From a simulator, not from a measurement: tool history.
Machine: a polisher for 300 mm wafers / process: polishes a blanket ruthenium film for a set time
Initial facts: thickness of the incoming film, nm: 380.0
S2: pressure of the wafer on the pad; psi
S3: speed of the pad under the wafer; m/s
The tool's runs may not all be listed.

{"run": 1, "day": 0.0, "flow of slurry (ml/min)": 175, "S2": 2.7, "S3": 0.88, "polishing time (s)": 96, "film removed (angstrom)": 1201.0}
{"run": 2, "day": 0.288, "flow of slurry (ml/min)": 180, "S2": 2.9, "S3": 0.88, "polishing time (s)": 96, "film removed (angstrom)": 1277.0}
{"run": 3, "day": 0.629, "flow of slurry (ml/min)": 180, "S2": 2.9, "S3": 1.06, "polishing time (s)": 96, "film removed (angstrom)": 1512.2}
{"run": 4, "day": 0.725, "flow of slurry (ml/min)": 180, "S2": 2.9, "S3": 1.06, "polishing time (s)": 96, "film removed (angstrom)": 1510.9}
{"run": 5, "day": 1.017, "flow of slurry (ml/min)": 140, "S2": 2.9, "S3": 1.06, "polishing time (s)": 96, "film removed (angstrom)": 1461.1}
{"run": 6, "day": 1.062, "flow of slurry (ml/min)": 140, "S2": 2.9, "S3": 0.86, "polishing time (s)": 96, "film removed (angstrom)": 1181.4}
{"run": 7, "day": 1.1, "flow of slurry (ml/min)": 150, "S2": 3.0, "S3": 0.86, "polishing time (s)": 96, "film removed (angstrom)": 1210.2}

Estimate the outcome of run 8 from the log above:
{"run": 8, "day": 1.379, "flow of slurry (ml/min)": 160, "S2": 3.2, "S3": 0.86, "polishing time (s)": 96, "film removed (angstrom)": "?"}

{"run 8": {"film removed (angstrom)": 1292.0}}
